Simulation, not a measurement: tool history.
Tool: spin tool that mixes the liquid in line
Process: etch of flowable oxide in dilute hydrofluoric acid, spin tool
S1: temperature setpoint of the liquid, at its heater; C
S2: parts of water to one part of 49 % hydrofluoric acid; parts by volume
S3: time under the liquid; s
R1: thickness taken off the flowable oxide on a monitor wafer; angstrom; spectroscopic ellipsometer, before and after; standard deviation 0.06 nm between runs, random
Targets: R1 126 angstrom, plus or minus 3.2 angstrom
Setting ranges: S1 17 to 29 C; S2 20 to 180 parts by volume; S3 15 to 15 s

run    day    S1   S2  S3      R1
  1      0    21  100  15  80.238
  2  0.112  22.5   95  15  89.708
  3  0.296    24   95  15   95.72
  4  0.321  25.5   95  15  101.19
  5  0.558  25.5   95  15  101.76
  6  0.767    22   95  15   88.88
  7  0.883  23.5   95  15  93.848
  8  0.962  24.5   95  15  97.754
  9  1.162  25.5   95  15  101.15
 10  1.275    29   85  15  132.32
 11  1.492  28.5   85  15  129.63

Exercise: of the 5 proposed moves below, exactly one satisfies all targets within the stated allowed misses. Which move is it?
  A  1.708    24  70  15   ?
  B  1.708  27.5  80  15   ?
  C  1.708    28  80  15   ?
  D  1.708    29  85  15   ?
  E  1.708    28  85  15   ?

move      R1
   A  133.82
   B  132.79
   C   135.4
   D  131.52
   E  126.56
A: misses by more than the last run did
B: misses by more than the last run did
C: misses by more than the last run did
D: misses by more than the last run did
E: meets every target
Go with E: it meets all targets.
